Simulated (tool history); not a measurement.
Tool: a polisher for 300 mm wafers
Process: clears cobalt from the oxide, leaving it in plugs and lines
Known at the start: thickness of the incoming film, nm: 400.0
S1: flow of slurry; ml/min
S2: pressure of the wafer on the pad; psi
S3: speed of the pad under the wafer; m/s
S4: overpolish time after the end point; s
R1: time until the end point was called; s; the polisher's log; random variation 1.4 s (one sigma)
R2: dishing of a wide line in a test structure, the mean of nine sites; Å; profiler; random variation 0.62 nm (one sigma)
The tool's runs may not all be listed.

run 1 day=0.000 | S1=230 S2=1.6 S3=0.86 S4=17 | R1=133.700 R2=365.30
run 2 day=0.267 | S1=230 S2=1.6 S3=1.04 S4=17 | R1=109.640 R2=405.74
run 3 day=0.567 | S1=230 S2=1.7 S3=1.04 S4=17 | R1=103.180 R2=419.49
run 4 day=0.921 | S1=230 S2=1.8 S3=1.04 S4=17 | R1=97.925 R2=434.70
run 5 day=1.221 | S1=230 S2=1.8 S3=1.04 S4=12 | R1=97.911 R2=342.25
run 6 day=1.267 | S1=230 S2=1.8 S3=0.94 S4=12 | R1=110.500 R2=318.40
run 7 day=1.608 | S1=230 S2=1.9 S3=0.94 S4=13 | R1=100.110 R2=360.07

The next listed run, before its measurement:
run 8 day=1.708 | S1=225 S2=2.1 S3=0.92 S4=20 | R1=? R2=?

R1: 97.072 s
R2: 464.62 Å
